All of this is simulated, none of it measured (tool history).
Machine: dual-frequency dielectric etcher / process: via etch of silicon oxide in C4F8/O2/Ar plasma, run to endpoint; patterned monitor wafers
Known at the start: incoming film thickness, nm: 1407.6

| run | hour | source power (W) | bias power (W) | endpoint time (s) |
|---|---|---|---|---|
| 1 | 0 | 1390 | 1519 | 359.85 |
| 2 | 7.6 | 1390 | 1714 | 352.68 |
| 3 | 15.4 | 1260 | 1714 | 365.25 |
| 4 | 18.5 | 1180 | 1677 | 377.28 |
| 5 | 27.5 | 1320 | 1677 | 360.41 |
| 6 | 30.3 | 1130 | 1677 | 381.75 |
| 7 | 31.8 | 1080 | 1654 | 387.09 |
|  | 33.7 | source power generator calibrated |
| 8 | 33.7 | 1080 | 1654 | 394.35 |

Run 9 is up next; what results do you expect?
| 9 | 35.7 | 1050 | 1644 | ? |

endpoint time (s): 401.97

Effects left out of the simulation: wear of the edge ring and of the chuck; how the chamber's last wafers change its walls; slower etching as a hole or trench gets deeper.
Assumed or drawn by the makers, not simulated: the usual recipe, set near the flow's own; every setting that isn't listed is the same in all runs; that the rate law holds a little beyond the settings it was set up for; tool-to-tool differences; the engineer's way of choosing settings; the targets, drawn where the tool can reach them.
